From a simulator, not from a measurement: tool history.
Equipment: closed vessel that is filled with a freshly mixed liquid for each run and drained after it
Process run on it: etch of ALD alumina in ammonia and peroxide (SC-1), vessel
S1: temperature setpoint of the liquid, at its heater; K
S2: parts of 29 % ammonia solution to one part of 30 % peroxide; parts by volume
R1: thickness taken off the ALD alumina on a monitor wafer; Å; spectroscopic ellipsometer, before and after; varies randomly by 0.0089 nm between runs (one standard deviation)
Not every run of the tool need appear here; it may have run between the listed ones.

Run 1, hour 0.0: S1 321.15 K, S2 0.7 parts by volume, time in the liquid (s) 50. Result: R1 17.960 Å.
Run 2, hour 6.1: S1 318.65 K, S2 0.7 parts by volume, time in the liquid (s) 50. Result: R1 15.842 Å.
Run 3, hour 8.1: S1 316.65 K, S2 0.7 parts by volume, time in the liquid (s) 50. Result: R1 13.920 Å.
Run 4, hour 17.1: S1 323.15 K, S2 0.7 parts by volume, time in the liquid (s) 50. Result: R1 20.273 Å.
Run 5, hour 22.9: S1 323.15 K, S2 0.8 parts by volume, time in the liquid (s) 50. Result: R1 20.547 Å.
Run 6, hour 25.5: S1 320.15 K, S2 0.8 parts by volume, time in the liquid (s) 50. Result: R1 17.219 Å.
Run 7, hour 26.5: S1 317.65 K, S2 0.8 parts by volume, time in the liquid (s) 50. Result: R1 14.984 Å.

What does the tool deliver on the next run?
Run 8, hour 31.1: S1 315.65 K, S2 0.8 parts by volume, time in the liquid (s) 50. Result: R1 ?.

R1: 13.408 Å
